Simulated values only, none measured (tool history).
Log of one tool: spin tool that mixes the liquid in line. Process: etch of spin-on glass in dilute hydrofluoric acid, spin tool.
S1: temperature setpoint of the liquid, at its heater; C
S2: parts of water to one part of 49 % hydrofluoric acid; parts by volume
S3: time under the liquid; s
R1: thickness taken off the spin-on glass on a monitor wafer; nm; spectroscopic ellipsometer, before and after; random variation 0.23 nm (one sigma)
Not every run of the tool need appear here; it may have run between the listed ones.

run,hour,S1,S2,S3,R1
1,0,25,85,70,20.524
2,5.1,25,85,70,20.866
3,7.1,22,85,70,18.409
4,13.2,22,65,70,24.625
5,20.9,23.5,65,70,26.256
6,26.1,23.5,65,70,26.373
7,27.2,24.5,65,70,27.19

Expected results for the next run?
8,34,25.5,65,70,?

Run 8 produced R1 28.224 nm.

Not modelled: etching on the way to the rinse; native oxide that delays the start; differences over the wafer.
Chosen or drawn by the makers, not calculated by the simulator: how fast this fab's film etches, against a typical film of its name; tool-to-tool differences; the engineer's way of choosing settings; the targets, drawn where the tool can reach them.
